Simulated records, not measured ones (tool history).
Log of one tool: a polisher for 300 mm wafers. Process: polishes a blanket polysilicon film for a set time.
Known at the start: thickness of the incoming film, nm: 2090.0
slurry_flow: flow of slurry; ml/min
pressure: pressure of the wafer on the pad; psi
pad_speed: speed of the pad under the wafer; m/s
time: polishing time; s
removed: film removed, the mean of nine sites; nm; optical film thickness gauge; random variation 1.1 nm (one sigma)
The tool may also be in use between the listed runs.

{"run": 1, "day": 0.0, "slurry_flow": 320, "pressure": 2.2, "pad_speed": 1.28, "time": 28, "removed": 271.62}
{"run": 2, "day": 0.146, "slurry_flow": 320, "pressure": 2.0, "pad_speed": 1.26, "time": 28, "removed": 244.27}
{"run": 3, "day": 0.483, "slurry_flow": 320, "pressure": 2.0, "pad_speed": 1.26, "time": 25, "removed": 219.26}
{"run": 4, "day": 0.675, "slurry_flow": 320, "pressure": 2.0, "pad_speed": 1.26, "time": 25, "removed": 216.4}
{"run": 5, "day": 0.729, "slurry_flow": 320, "pressure": 2.0, "pad_speed": 1.26, "time": 25, "removed": 217.06}
{"run": 6, "day": 0.858, "slurry_flow": 320, "pressure": 2.0, "pad_speed": 1.26, "time": 28, "removed": 246.32}
{"run": 7, "day": 1.2, "slurry_flow": 315, "pressure": 1.4, "pad_speed": 1.16, "time": 28, "removed": 164.76}

Run 8 comes next. What will it give?
{"run": 8, "day": 1.262, "slurry_flow": 315, "pressure": 1.3, "pad_speed": 1.16, "time": 28, "removed": "?"}

Run 8 gave removed 154.03 nm.

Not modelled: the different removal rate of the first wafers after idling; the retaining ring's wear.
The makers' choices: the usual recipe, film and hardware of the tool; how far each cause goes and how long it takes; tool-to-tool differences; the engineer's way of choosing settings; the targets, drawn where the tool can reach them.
